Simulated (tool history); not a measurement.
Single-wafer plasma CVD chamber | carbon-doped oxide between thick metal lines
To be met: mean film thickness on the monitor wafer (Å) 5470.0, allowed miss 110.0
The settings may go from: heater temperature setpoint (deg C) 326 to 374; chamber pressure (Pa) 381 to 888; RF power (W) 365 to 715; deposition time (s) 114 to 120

run,hour,heater temperature setpoint (deg C),chamber pressure (Pa),RF power (W),deposition time (s),mean film thickness on the monitor wafer (Å)
1,0.0,350,635,540,120,6195.8
2,7.8,350,635,540,114,5872.7
3,12.1,352,607,535,114,5830.7
4,14.5,352,548,535,114,5603.6
5,21.6,352,637,535,114,5827.1
6,24.0,354,616,535,114,5751.0
7,26.3,356,601,535,114,5677.9
8,34.9,357,591,535,114,5623.4

5 next moves are on the table. One of them brings every result within its allowed miss. Which?
A,43.5,366,624,540,114,?
B,43.5,346,512,510,114,?
C,43.5,344,729,455,120,?
D,43.5,373,673,555,117,?
E,43.5,358,611,540,119,?

move,mean film thickness on the monitor wafer (Å)
A,5608.9
B,5456.5
C,5686.0
D,5860.8
E,5932.0
A: nearer than the last run, and not there yet
B: meets every target
C: further off than the last run
D: further off than the last run
E: further off than the last run
Move B is the one to make.
